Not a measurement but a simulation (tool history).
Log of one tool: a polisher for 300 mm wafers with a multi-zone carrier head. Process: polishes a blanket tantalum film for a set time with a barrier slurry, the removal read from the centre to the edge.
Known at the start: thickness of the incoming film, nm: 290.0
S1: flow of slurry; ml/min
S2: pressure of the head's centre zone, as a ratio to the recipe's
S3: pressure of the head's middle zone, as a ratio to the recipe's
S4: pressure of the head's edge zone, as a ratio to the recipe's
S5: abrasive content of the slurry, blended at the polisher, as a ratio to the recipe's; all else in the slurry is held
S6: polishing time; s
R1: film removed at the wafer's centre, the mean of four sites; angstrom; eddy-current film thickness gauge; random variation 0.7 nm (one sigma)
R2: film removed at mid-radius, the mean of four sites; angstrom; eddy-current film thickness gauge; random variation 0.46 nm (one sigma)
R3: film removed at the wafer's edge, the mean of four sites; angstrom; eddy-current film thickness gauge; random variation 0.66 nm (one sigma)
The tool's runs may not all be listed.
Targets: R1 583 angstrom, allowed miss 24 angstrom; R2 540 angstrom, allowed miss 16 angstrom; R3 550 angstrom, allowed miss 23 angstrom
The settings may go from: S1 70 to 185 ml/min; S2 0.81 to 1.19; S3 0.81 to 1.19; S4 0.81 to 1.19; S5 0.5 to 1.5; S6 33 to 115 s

run	hour	S1	S2	S3	S4	S5	S6	R1	R2	R3
1	0	120	1	1	1	1	73	937.95	947.28	934.59
2	0.8	115	1	0.98	0.97	0.9	69	856.97	831.67	820.09
3	5	115	1	0.98	0.97	0.9	53	666.25	653.6	623.73
4	11.3	110	0.99	0.96	0.96	0.9	53	647.15	624.25	622.45
5	12.9	110	0.99	0.96	0.96	0.8	53	619.84	602.89	595.05
6	17.6	110	0.99	0.96	0.96	0.6	53	521.42	521.92	510.49
7	22.7	115	1	0.95	0.97	0.6	53	536.96	521.18	515.02
8	30.4	120	1	0.95	0.98	0.6	53	544.81	523.45	526.85

4 next moves are on the table. One of them brings every result within its allowed miss. Which?
A	38.1	110	0.97	0.94	0.97	0.55	60	?	?	?
B	38.1	110	1.16	0.81	0.96	0.8	49	?	?	?
C	38.1	125	0.98	1.02	0.91	0.5	58	?	?	?
D	38.1	100	1.05	0.95	0.99	0.6	57	?	?	?

move	R1	R2	R3
A	541.67	550.45	555.67
B	651.88	504.29	556.86
C	508.9	537.36	494.84
D	575.56	545.12	555.95
A: further off than the last run
B: takes the result that was furthest off past its target
C: further off than the last run
D: meets every target
Move D is the one to make.
